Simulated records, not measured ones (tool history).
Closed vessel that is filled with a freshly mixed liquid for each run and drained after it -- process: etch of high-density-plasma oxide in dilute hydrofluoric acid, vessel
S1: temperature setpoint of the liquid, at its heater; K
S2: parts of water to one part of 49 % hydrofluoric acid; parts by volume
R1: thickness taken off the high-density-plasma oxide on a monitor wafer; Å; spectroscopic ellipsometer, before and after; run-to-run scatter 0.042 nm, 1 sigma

Run 1, day 0: S1 298.15 K, S2 110 parts by volume, time in the liquid (s) 255. Result: R1 196.59 Å.
Run 2, day 0.238: S1 296.65 K, S2 110 parts by volume, time in the liquid (s) 255. Result: R1 185.73 Å.
Run 3, day 0.454: S1 296.65 K, S2 75 parts by volume, time in the liquid (s) 255. Result: R1 285.18 Å.
Run 4, day 0.679: S1 295.65 K, S2 80 parts by volume, time in the liquid (s) 255. Result: R1 255.17 Å.
Run 5, day 0.892: S1 295.65 K, S2 80 parts by volume, time in the liquid (s) 255. Result: R1 255.05 Å.
Run 6, day 0.958: S1 293.65 K, S2 80 parts by volume, time in the liquid (s) 255. Result: R1 234.48 Å.

Estimate the outcome of run 7 from the log above:
Run 7, day 1.242: S1 293.15 K, S2 85 parts by volume, time in the liquid (s) 255. Result: R1 ?.

R1: 216.14 Å
